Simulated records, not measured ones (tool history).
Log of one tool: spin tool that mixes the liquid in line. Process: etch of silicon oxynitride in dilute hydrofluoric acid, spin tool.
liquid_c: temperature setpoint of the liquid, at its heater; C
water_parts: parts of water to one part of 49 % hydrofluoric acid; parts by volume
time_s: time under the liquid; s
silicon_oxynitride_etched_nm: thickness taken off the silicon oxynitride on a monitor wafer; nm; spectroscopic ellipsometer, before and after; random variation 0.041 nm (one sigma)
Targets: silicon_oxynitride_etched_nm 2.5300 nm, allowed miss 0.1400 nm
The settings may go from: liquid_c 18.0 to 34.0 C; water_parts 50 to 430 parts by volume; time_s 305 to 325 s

| run | hour | liquid_c | water_parts | time_s | silicon_oxynitride_etched_nm |
|---|---|---|---|---|---|
| 1 | 0.0 | 26.0 | 240 | 305 | 3.7614 |
| 2 | 8.7 | 24.5 | 250 | 305 | 3.2327 |
| 3 | 17.7 | 24.5 | 175 | 305 | 4.9330 |
| 4 | 21.2 | 24.5 | 175 | 305 | 5.0102 |
| 5 | 27.1 | 24.5 | 175 | 325 | 5.4289 |
| 6 | 31.9 | 24.5 | 220 | 325 | 4.0452 |
| 7 | 34.5 | 23.0 | 225 | 325 | 3.5971 |
| 8 | 43.4 | 22.0 | 225 | 325 | 3.6330 |
| 9 | 51.9 | 21.0 | 235 | 325 | 3.3031 |
| 10 | 54.3 | 20.5 | 245 | 325 | 2.9318 |
| 11 | 60.6 | 20.0 | 245 | 325 | 2.9884 |
| 12 | 69.4 | 19.5 | 250 | 325 | 2.8297 |

Which of these 4 next moves meets every target?
| A | 78.2 | 18.5 | 270 | 305 | ? |
| B | 78.2 | 19.5 | 265 | 310 | ? |
| C | 78.2 | 20.0 | 305 | 320 | ? |
| D | 78.2 | 18.0 | 295 | 320 | ? |

| move | silicon_oxynitride_etched_nm |
|---|---|
| A | 2.2582 |
| B | 2.4547 |
| C | 2.1977 |
| D | 2.0893 |
A: takes the result that was furthest off past its target
B: meets every target
C: takes the result that was furthest off past its target
D: takes the result that was furthest off past its target
The right move is B.

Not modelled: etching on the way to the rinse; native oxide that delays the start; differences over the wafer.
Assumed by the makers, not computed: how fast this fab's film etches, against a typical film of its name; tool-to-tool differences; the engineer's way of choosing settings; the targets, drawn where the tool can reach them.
